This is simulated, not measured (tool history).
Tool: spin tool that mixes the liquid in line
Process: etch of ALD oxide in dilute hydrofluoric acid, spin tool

run  hour  temperature setpoint of the liquid (K)  parts of water to one part of 49 % hydrofluoric acid (parts by volume)  time under the liquid (s)  thickness taken off the ALD oxide on a monitor wafer (Å)
  1   0.0                                  299.15                                                                     245                         90                                                    57.165
  2   1.9                                  299.15                                                                     195                         90                                                    75.581
  3   8.8                                  299.15                                                                     195                         70                                                    58.649
  4  11.7                                  299.15                                                                     155                         70                                                    76.827
  5  17.5                                  300.15                                                                     155                         70                                                    80.159
  6  24.0                                  300.15                                                                     195                         70                                                    60.736

What does the tool deliver on the next run?
  7  31.5                                  300.15                                                                     185                         70                                                         ?

{"run 7": {"thickness taken off the ALD oxide on a monitor wafer (Å)": 64.73}}
